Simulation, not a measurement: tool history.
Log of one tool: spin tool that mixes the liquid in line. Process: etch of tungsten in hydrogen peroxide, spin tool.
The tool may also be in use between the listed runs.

run,hour,temperature setpoint of the liquid (C),concentration of hydrogen peroxide in the mixed liquid (% by weight),time under the liquid (s),thickness taken off the tungsten on a monitor wafer (Å)
1,0,47,25.5,15,433.61
2,5.9,46.5,25.5,15,424.04
3,12.8,46,25.5,15,408.83
4,16.7,46,25.5,15,412.31
5,25.5,50,25.5,15,524.43
6,31.9,49.5,25.5,15,511.34
7,35.8,49,25.5,15,494.55
8,44.1,48.5,25.5,15,479.12
9,47.8,48,25.5,15,464.87

Expected results for the next run?
10,50,47.5,25.5,15,?

thickness taken off the tungsten on a monitor wafer (Å): 450.32

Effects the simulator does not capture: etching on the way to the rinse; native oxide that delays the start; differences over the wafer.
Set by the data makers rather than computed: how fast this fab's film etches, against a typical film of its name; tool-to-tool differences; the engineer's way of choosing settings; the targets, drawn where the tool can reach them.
